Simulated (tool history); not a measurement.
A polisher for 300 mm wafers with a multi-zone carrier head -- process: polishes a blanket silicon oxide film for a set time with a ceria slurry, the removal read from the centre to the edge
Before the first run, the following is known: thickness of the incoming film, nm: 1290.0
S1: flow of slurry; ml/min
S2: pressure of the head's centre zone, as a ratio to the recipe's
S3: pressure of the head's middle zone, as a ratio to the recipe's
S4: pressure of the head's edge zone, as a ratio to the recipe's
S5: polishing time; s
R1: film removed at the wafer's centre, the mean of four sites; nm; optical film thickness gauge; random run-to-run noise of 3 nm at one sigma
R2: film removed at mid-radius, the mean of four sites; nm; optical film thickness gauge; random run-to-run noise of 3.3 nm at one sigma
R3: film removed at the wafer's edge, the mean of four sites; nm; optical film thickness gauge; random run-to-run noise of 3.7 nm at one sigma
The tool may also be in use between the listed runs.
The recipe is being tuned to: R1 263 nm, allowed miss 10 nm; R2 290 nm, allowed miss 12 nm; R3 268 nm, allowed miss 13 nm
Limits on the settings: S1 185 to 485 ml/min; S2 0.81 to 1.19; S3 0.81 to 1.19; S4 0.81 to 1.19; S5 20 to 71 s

{"run": 1, "hour": 0.0, "S1": 310, "S2": 1, "S3": 1, "S4": 1, "S5": 45, "R1": 217.91, "R2": 216.43, "R3": 216.23}
{"run": 2, "hour": 2.5, "S1": 310, "S2": 1, "S3": 1, "S4": 1, "S5": 38, "R1": 179.57, "R2": 181.82, "R3": 186.98}
{"run": 3, "hour": 3.7, "S1": 310, "S2": 1, "S3": 1, "S4": 1, "S5": 43, "R1": 199.89, "R2": 205.81, "R3": 211.78}
{"run": 4, "hour": 6.8, "S1": 315, "S2": 1.01, "S3": 1.03, "S4": 1.02, "S5": 45, "R1": 222.58, "R2": 221.88, "R3": 223.92}
{"run": 5, "hour": 8.8, "S1": 275, "S2": 1.01, "S3": 1.03, "S4": 1.02, "S5": 45, "R1": 212.98, "R2": 217.93, "R3": 220.83}
{"run": 6, "hour": 9.4, "S1": 290, "S2": 1.01, "S3": 1.07, "S4": 1.03, "S5": 46, "R1": 216.56, "R2": 231.87, "R3": 225.23}
{"hour": 16.8, "done": "slurry nozzle cleaned"}
{"run": 7, "hour": 16.8, "S1": 300, "S2": 1.02, "S3": 1.09, "S4": 1.05, "S5": 47, "R1": 249.12, "R2": 256.61, "R3": 251.35}
{"run": 8, "hour": 18.8, "S1": 310, "S2": 1.01, "S3": 1.11, "S4": 1.05, "S5": 47, "R1": 242.52, "R2": 262.19, "R3": 244.99}

Which one of the following 5 next-run settings gets every result inside its allowed miss? There is exactly one.
{"run": "A", "hour": 20.8, "S1": 230, "S2": 0.88, "S3": 1.13, "S4": 1.07, "S5": 53, "R1": "?", "R2": "?", "R3": "?"}
{"run": "B", "hour": 20.8, "S1": 315, "S2": 1.01, "S3": 1.14, "S4": 1.05, "S5": 51, "R1": "?", "R2": "?", "R3": "?"}
{"run": "C", "hour": 20.8, "S1": 325, "S2": 1.02, "S3": 1.03, "S4": 1.05, "S5": 45, "R1": "?", "R2": "?", "R3": "?"}
{"run": "D", "hour": 20.8, "S1": 185, "S2": 0.91, "S3": 0.99, "S4": 1.19, "S5": 53, "R1": "?", "R2": "?", "R3": "?"}
{"run": "E", "hour": 20.8, "S1": 385, "S2": 1.03, "S3": 1.19, "S4": 0.89, "S5": 48, "R1": "?", "R2": "?", "R3": "?"}

move=A R1=230.87 R2=287.79 R3=283.08
move=B R1=266.52 R2=289.85 R3=278.02
move=C R1=238.14 R2=235.23 R3=246.26
move=D R1=228.83 R2=247.67 R3=290.36
move=E R1=261.12 R2=288.32 R3=246.46
A: puts the biggest miss on target and leaves a different result outside tolerance
B: in spec on every target
C: lands further from the targets than the last run did
D: lands further from the targets than the last run did
E: puts the biggest miss on target and leaves a different result outside tolerance
B is the move that brings every result within its allowed miss.

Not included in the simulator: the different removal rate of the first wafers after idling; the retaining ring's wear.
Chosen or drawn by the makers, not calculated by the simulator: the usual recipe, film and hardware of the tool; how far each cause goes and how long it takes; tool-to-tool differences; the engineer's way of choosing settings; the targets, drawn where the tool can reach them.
